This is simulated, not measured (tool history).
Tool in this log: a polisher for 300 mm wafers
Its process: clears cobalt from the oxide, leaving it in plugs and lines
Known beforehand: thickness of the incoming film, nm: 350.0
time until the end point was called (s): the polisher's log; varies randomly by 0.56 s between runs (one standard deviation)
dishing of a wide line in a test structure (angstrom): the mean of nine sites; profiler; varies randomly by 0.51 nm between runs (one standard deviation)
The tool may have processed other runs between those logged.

run,hour,flow of slurry (ml/min),pressure of the wafer on the pad (kPa),speed of the pad under the wafer (m/s),overpolish time after the end point (s),time until the end point was called (s),dishing of a wide line in a test structure (angstrom)
1,0,185,15.2,1.3,27,46.491,516.23
2,0.6,185,15.2,1.3,35,45.503,516.15
3,5.6,185,12.4,1.3,35,56.073,507.07
4,9.5,180,11.7,1.32,27,57.869,491.9
5,12.7,180,11.7,1.32,22,58.135,479.1
6,15.2,205,11.7,1.32,22,56.777,481.61
# hour 16.4: head pressure recalibrated
7,16.4,155,11,1.32,9,69.234,301.7

Run 8, settings as shown, results not yet in. Your forecast:
8,24.2,160,11,1.32,9,?,?

time until the end point was called (s): 66.763
dishing of a wide line in a test structure (angstrom): 298.14

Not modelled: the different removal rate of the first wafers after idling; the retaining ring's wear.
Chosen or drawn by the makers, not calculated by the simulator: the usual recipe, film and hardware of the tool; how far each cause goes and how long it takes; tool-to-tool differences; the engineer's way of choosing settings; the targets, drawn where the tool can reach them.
